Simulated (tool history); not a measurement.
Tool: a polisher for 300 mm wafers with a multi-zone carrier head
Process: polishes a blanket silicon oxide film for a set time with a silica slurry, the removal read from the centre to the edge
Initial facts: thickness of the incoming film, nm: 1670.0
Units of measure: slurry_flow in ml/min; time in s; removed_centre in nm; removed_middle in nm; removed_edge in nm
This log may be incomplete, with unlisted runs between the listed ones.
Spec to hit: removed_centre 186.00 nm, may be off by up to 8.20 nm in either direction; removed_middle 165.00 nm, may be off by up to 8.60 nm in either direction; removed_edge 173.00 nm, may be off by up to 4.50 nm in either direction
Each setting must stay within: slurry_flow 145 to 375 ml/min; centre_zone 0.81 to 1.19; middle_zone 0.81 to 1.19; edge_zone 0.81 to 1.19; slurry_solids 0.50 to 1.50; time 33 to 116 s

{"run": 1, "day": 0.0, "slurry_flow": 240, "centre_zone": 1.0, "middle_zone": 1.0, "edge_zone": 1.0, "slurry_solids": 1.0, "time": 74, "removed_centre": 282.16, "removed_middle": 273.25, "removed_edge": 277.7}
{"run": 2, "day": 0.067, "slurry_flow": 240, "centre_zone": 1.0, "middle_zone": 0.99, "edge_zone": 0.98, "slurry_solids": 0.95, "time": 72, "removed_centre": 255.41, "removed_middle": 247.8, "removed_edge": 252.08}
{"run": 3, "day": 0.433, "slurry_flow": 240, "centre_zone": 1.0, "middle_zone": 0.99, "edge_zone": 0.98, "slurry_solids": 0.95, "time": 79, "removed_centre": 285.82, "removed_middle": 280.11, "removed_edge": 284.82}
{"run": 4, "day": 0.8, "slurry_flow": 240, "centre_zone": 1.01, "middle_zone": 0.98, "edge_zone": 0.96, "slurry_solids": 0.9, "time": 78, "removed_centre": 271.44, "removed_middle": 258.06, "removed_edge": 261.83}
{"run": 5, "day": 0.821, "slurry_flow": 240, "centre_zone": 1.09, "middle_zone": 0.98, "edge_zone": 0.96, "slurry_solids": 0.9, "time": 78, "removed_centre": 299.87, "removed_middle": 258.41, "removed_edge": 264.81}
{"run": 6, "day": 0.925, "slurry_flow": 295, "centre_zone": 1.09, "middle_zone": 0.98, "edge_zone": 0.96, "slurry_solids": 0.9, "time": 78, "removed_centre": 305.61, "removed_middle": 264.38, "removed_edge": 269.19}
{"run": 7, "day": 1.25, "slurry_flow": 295, "centre_zone": 1.08, "middle_zone": 0.97, "edge_zone": 0.94, "slurry_solids": 0.85, "time": 77, "removed_centre": 281.37, "removed_middle": 245.34, "removed_edge": 255.05}
{"run": 8, "day": 1.4, "slurry_flow": 290, "centre_zone": 1.08, "middle_zone": 0.97, "edge_zone": 0.92, "slurry_solids": 0.8, "time": 76, "removed_centre": 265.97, "removed_middle": 235.5, "removed_edge": 233.01}
{"run": 9, "day": 1.75, "slurry_flow": 290, "centre_zone": 1.07, "middle_zone": 0.95, "edge_zone": 0.91, "slurry_solids": 0.75, "time": 76, "removed_centre": 243.18, "removed_middle": 224.83, "removed_edge": 218.49}
{"run": 10, "day": 2.067, "slurry_flow": 295, "centre_zone": 1.07, "middle_zone": 0.93, "edge_zone": 0.91, "slurry_solids": 0.7, "time": 75, "removed_centre": 227.79, "removed_middle": 202.12, "removed_edge": 202.09}
{"run": 11, "day": 2.288, "slurry_flow": 290, "centre_zone": 1.06, "middle_zone": 0.91, "edge_zone": 0.9, "slurry_solids": 0.7, "time": 75, "removed_centre": 225.54, "removed_middle": 197.62, "removed_edge": 200.03}
{"run": 12, "day": 2.596, "slurry_flow": 290, "centre_zone": 1.05, "middle_zone": 0.9, "edge_zone": 0.89, "slurry_solids": 0.7, "time": 75, "removed_centre": 228.22, "removed_middle": 192.41, "removed_edge": 202.76}
{"run": 13, "day": 2.892, "slurry_flow": 290, "centre_zone": 1.04, "middle_zone": 0.9, "edge_zone": 0.88, "slurry_solids": 0.7, "time": 75, "removed_centre": 221.86, "removed_middle": 195.96, "removed_edge": 198.41}
{"run": 14, "day": 3.242, "slurry_flow": 290, "centre_zone": 1.03, "middle_zone": 0.89, "edge_zone": 0.87, "slurry_solids": 0.7, "time": 75, "removed_centre": 215.24, "removed_middle": 195.1, "removed_edge": 197.69}
{"run": 15, "day": 3.592, "slurry_flow": 290, "centre_zone": 1.03, "middle_zone": 0.88, "edge_zone": 0.86, "slurry_solids": 0.7, "time": 75, "removed_centre": 221.72, "removed_middle": 185.19, "removed_edge": 195.08}
{"run": 16, "day": 3.733, "slurry_flow": 290, "centre_zone": 1.02, "middle_zone": 0.88, "edge_zone": 0.85, "slurry_solids": 0.7, "time": 75, "removed_centre": 219.32, "removed_middle": 188.78, "removed_edge": 198.78}
{"run": 17, "day": 3.779, "slurry_flow": 285, "centre_zone": 1.0, "middle_zone": 0.86, "edge_zone": 0.84, "slurry_solids": 0.6, "time": 75, "removed_centre": 177.31, "removed_middle": 161.18, "removed_edge": 160.68}
{"run": 18, "day": 3.862, "slurry_flow": 290, "centre_zone": 1.0, "middle_zone": 0.86, "edge_zone": 0.85, "slurry_solids": 0.6, "time": 75, "removed_centre": 178.1, "removed_middle": 157.53, "removed_edge": 164.98}
{"run": 19, "day": 4.225, "slurry_flow": 295, "centre_zone": 1.0, "middle_zone": 0.86, "edge_zone": 0.85, "slurry_solids": 0.6, "time": 75, "removed_centre": 182.28, "removed_middle": 159.18, "removed_edge": 164.41}
{"run": 20, "day": 4.312, "slurry_flow": 290, "centre_zone": 1.0, "middle_zone": 0.86, "edge_zone": 0.86, "slurry_solids": 0.6, "time": 75, "removed_centre": 179.81, "removed_middle": 160.39, "removed_edge": 166.6}
{"run": 21, "day": 4.571, "slurry_flow": 310, "centre_zone": 1.02, "middle_zone": 0.87, "edge_zone": 0.9, "slurry_solids": 0.65, "time": 75, "removed_centre": 201.5, "removed_middle": 179.07, "removed_edge": 185.88}
{"run": 22, "day": 4.75, "slurry_flow": 300, "centre_zone": 1.02, "middle_zone": 0.87, "edge_zone": 0.89, "slurry_solids": 0.65, "time": 75, "removed_centre": 199.94, "removed_middle": 172.49, "removed_edge": 185.02}
{"run": 23, "day": 5.121, "slurry_flow": 295, "centre_zone": 1.02, "middle_zone": 0.87, "edge_zone": 0.89, "slurry_solids": 0.65, "time": 75, "removed_centre": 197.15, "removed_middle": 176.94, "removed_edge": 184.91}

5 next moves are on the table. One of them brings every result within its allowed miss. Which?
{"run": "A", "day": 5.492, "slurry_flow": 240, "centre_zone": 1.01, "middle_zone": 1.08, "edge_zone": 0.82, "slurry_solids": 0.5, "time": 104, "removed_centre": "?", "removed_middle": "?", "removed_edge": "?"}
{"run": "B", "day": 5.492, "slurry_flow": 245, "centre_zone": 0.98, "middle_zone": 0.82, "edge_zone": 0.82, "slurry_solids": 0.65, "time": 74, "removed_centre": "?", "removed_middle": "?", "removed_edge": "?"}
{"run": "C", "day": 5.492, "slurry_flow": 285, "centre_zone": 0.94, "middle_zone": 0.81, "edge_zone": 1.0, "slurry_solids": 0.8, "time": 61, "removed_centre": "?", "removed_middle": "?", "removed_edge": "?"}
{"run": "D", "day": 5.492, "slurry_flow": 370, "centre_zone": 0.96, "middle_zone": 0.96, "edge_zone": 0.91, "slurry_solids": 0.55, "time": 80, "removed_centre": "?", "removed_middle": "?", "removed_edge": "?"}
{"run": "E", "day": 5.492, "slurry_flow": 340, "centre_zone": 0.94, "middle_zone": 0.85, "edge_zone": 0.89, "slurry_solids": 0.65, "time": 65, "removed_centre": "?", "removed_middle": "?", "removed_edge": "?"}

move=A removed_centre=183.65 removed_middle=186.96 removed_edge=166.43
move=B removed_centre=185.96 removed_middle=164.42 removed_edge=174.25
move=C removed_centre=184.37 removed_middle=168.47 removed_edge=196.23
move=D removed_centre=165.51 removed_middle=163.74 removed_edge=163.22
move=E removed_centre=162.93 removed_middle=152.95 removed_edge=163.12
A: pushes the last run's worst result past its target
B: every result lands within tolerance
C: moves away from the targets compared with the last run
D: pushes the last run's worst result past its target
E: pushes the last run's worst result past its target
The move that meets every target is B.
